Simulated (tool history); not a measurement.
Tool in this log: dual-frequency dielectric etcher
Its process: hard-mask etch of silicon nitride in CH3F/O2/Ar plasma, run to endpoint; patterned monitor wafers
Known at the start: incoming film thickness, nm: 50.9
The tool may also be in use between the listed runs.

run 1 hour=0.0 | source_power_(kW)=0.440 bias_power_(kW)=0.101 | endpoint_time_(s)=64.423
run 2 hour=7.6 | source_power_(kW)=0.480 bias_power_(kW)=0.101 | endpoint_time_(s)=62.618
run 3 hour=11.1 | source_power_(kW)=0.480 bias_power_(kW)=0.117 | endpoint_time_(s)=59.612
run 4 hour=16.9 | source_power_(kW)=0.480 bias_power_(kW)=0.127 | endpoint_time_(s)=58.178
run 5 hour=18.9 | source_power_(kW)=0.480 bias_power_(kW)=0.135 | endpoint_time_(s)=57.078
run 6 hour=26.2 | source_power_(kW)=0.450 bias_power_(kW)=0.127 | endpoint_time_(s)=59.562
run 7 hour=27.6 | source_power_(kW)=0.420 bias_power_(kW)=0.120 | endpoint_time_(s)=61.620
run 8 hour=28.7 | source_power_(kW)=0.400 bias_power_(kW)=0.113 | endpoint_time_(s)=63.734
run 9 hour=30.8 | source_power_(kW)=0.400 bias_power_(kW)=0.113 | endpoint_time_(s)=64.117
run 10 hour=34.8 | source_power_(kW)=0.380 bias_power_(kW)=0.108 | endpoint_time_(s)=65.877

The next listed run, before its measurement:
run 11 hour=40.0 | source_power_(kW)=0.360 bias_power_(kW)=0.104 | endpoint_time_(s)=?

endpoint time (s): 67.579

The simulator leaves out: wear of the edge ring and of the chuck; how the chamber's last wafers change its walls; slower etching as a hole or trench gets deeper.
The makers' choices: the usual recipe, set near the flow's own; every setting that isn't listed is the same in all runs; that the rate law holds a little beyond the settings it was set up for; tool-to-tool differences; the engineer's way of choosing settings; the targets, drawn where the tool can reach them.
